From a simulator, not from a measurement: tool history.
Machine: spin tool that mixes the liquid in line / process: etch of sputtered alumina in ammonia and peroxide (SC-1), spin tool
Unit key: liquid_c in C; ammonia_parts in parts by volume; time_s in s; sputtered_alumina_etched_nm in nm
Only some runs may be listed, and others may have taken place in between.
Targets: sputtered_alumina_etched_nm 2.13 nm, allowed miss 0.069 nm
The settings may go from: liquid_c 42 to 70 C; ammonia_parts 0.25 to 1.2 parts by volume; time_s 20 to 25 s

run	day	liquid_c	ammonia_parts	time_s	sputtered_alumina_etched_nm
1	0	58	0.95	25	3.0171
2	0.046	58	0.7	25	2.9038
3	0.396	57	0.7	25	2.7647
4	0.554	62.5	0.7	25	3.7191
5	0.779	69	0.7	25	5.0529
6	0.912	69	0.4	25	4.8201
7	1.142	66.5	0.4	25	4.2646
8	1.388	58.5	0.35	25	2.8042
9	1.75	57.5	0.35	25	2.6394

Which single option among these 5 for the next run brings every result within its allowed miss of target? Just one does.
A	2.112	63.5	0.25	25	?
B	2.112	56	0.35	20	?
C	2.112	55.5	0.25	20	?
D	2.112	52.5	0.55	25	?
E	2.112	56.5	0.25	20	?

move	sputtered_alumina_etched_nm
A	3.5257
B	1.9795
C	1.8672
D	2.1423
E	1.9685
A: its largest miss is bigger than the last run's
B: takes the result that was furthest off past its target
C: takes the result that was furthest off past its target
D: every result within its allowed miss
E: takes the result that was furthest off past its target
Answer: D
